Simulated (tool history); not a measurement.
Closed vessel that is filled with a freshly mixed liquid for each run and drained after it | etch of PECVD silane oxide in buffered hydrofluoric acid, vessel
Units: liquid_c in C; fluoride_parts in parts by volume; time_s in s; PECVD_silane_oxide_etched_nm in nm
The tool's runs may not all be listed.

| run | day | liquid_c | fluoride_parts | time_s | PECVD_silane_oxide_etched_nm |
|---|---|---|---|---|---|
| 1 | 0 | 25 | 9.5 | 95 | 470.22 |
| 2 | 0.033 | 25 | 9.5 | 105 | 519.72 |
| 3 | 0.079 | 26.5 | 9.5 | 105 | 560.13 |
| 4 | 0.338 | 26.5 | 9.5 | 95 | 506.12 |
| 5 | 0.583 | 26.5 | 10.5 | 95 | 466.9 |
| 6 | 0.708 | 28 | 9.5 | 95 | 551.65 |
| 7 | 0.733 | 29 | 9 | 95 | 604.35 |
| 8 | 0.758 | 30 | 8.5 | 95 | 670.73 |

The next listed run, before its measurement:
| 9 | 0.817 | 30.5 | 8 | 95 | ? |

Run 9 gave PECVD_silane_oxide_etched_nm 740.84 nm.
